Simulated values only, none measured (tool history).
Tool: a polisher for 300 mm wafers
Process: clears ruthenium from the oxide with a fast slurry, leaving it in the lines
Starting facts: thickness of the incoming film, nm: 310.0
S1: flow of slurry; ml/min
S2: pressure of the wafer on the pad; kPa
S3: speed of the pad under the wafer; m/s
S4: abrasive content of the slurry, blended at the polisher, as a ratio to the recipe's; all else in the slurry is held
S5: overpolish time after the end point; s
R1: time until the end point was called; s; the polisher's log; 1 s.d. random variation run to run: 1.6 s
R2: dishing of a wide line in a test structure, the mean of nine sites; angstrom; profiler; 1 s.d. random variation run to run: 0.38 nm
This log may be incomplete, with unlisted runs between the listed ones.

run	day	S1	S2	S3	S4	S5	R1	R2
1	0	235	14.5	1.12	1	18	103.61	319.22
2	0.25	235	14.5	1.12	1	12	103.25	247.07
3	0.429	235	13.1	1.1	1	13	117.14	241.63
4	0.633	235	13.1	0.98	1	13	128.64	223.98
5	0.825	235	12.4	0.98	1	14	133.83	229.65
6	1.154	235	15.2	0.98	1	14	113.47	269.35
7	1.321	235	13.8	0.96	1	15	126.99	254.46
8	1.658	235	12.4	0.96	1	16	137.72	248.66
9	1.742	235	11.7	0.96	1	16	146.95	242.16
10	1.838	235	11	0.96	1	16	154.09	223.62

The next listed run, before its measurement:
11	2.179	235	10.3	0.96	1	17	?	?

Run 11 came out at R1 164.21 s, R2 227.26 angstrom.
